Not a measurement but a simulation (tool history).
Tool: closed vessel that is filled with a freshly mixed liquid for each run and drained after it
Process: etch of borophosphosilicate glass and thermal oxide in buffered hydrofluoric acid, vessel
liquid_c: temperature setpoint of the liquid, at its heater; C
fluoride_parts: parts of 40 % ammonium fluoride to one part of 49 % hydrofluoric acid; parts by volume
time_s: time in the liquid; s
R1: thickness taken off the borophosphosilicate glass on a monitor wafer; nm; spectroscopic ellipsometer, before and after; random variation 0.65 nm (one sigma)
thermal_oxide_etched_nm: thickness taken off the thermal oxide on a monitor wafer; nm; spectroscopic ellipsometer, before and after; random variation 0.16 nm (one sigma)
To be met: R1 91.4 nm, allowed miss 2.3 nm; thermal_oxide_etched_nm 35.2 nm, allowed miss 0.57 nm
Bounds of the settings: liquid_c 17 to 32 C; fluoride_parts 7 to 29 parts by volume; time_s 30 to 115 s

{"run": 1, "hour": 0.0, "liquid_c": 24, "fluoride_parts": 18, "time_s": 60, "R1": 102.83, "thermal_oxide_etched_nm": 39.629}
{"run": 2, "hour": 4.2, "liquid_c": 23.5, "fluoride_parts": 18, "time_s": 60, "R1": 101.05, "thermal_oxide_etched_nm": 38.459}
{"run": 3, "hour": 11.0, "liquid_c": 23.5, "fluoride_parts": 13, "time_s": 60, "R1": 139.89, "thermal_oxide_etched_nm": 53.261}
{"run": 4, "hour": 17.4, "liquid_c": 23.5, "fluoride_parts": 18, "time_s": 60, "R1": 100.86, "thermal_oxide_etched_nm": 39.188}
{"run": 5, "hour": 26.3, "liquid_c": 23, "fluoride_parts": 18, "time_s": 60, "R1": 98.105, "thermal_oxide_etched_nm": 37.794}
{"run": 6, "hour": 33.9, "liquid_c": 23, "fluoride_parts": 18, "time_s": 50, "R1": 81.658, "thermal_oxide_etched_nm": 31.698}
{"run": 7, "hour": 42.0, "liquid_c": 23.5, "fluoride_parts": 18, "time_s": 50, "R1": 83.399, "thermal_oxide_etched_nm": 32.287}
{"run": 8, "hour": 43.8, "liquid_c": 24, "fluoride_parts": 18, "time_s": 50, "R1": 86.849, "thermal_oxide_etched_nm": 33.403}
{"run": 9, "hour": 44.7, "liquid_c": 24.5, "fluoride_parts": 18, "time_s": 50, "R1": 88.479, "thermal_oxide_etched_nm": 34.336}

Which of these 4 next moves meets every target?
{"run": "A", "hour": 45.6, "liquid_c": 25.5, "fluoride_parts": 18.5, "time_s": 50, "R1": "?", "thermal_oxide_etched_nm": "?"}
{"run": "B", "hour": 45.6, "liquid_c": 17.5, "fluoride_parts": 12.5, "time_s": 55, "R1": "?", "thermal_oxide_etched_nm": "?"}
{"run": "C", "hour": 45.6, "liquid_c": 20, "fluoride_parts": 15.5, "time_s": 60, "R1": "?", "thermal_oxide_etched_nm": "?"}
{"run": "D", "hour": 45.6, "liquid_c": 32, "fluoride_parts": 24.5, "time_s": 45, "R1": "?", "thermal_oxide_etched_nm": "?"}

move=A R1=90.567 thermal_oxide_etched_nm=35.17
move=B R1=94.569 thermal_oxide_etched_nm=36.476
move=C R1=95.908 thermal_oxide_etched_nm=37.102
move=D R1=92.547 thermal_oxide_etched_nm=36.067
A: meets every target
B: takes the result that was furthest off past its target
C: takes the result that was furthest off past its target
D: takes the result that was furthest off past its target
The right move is A.
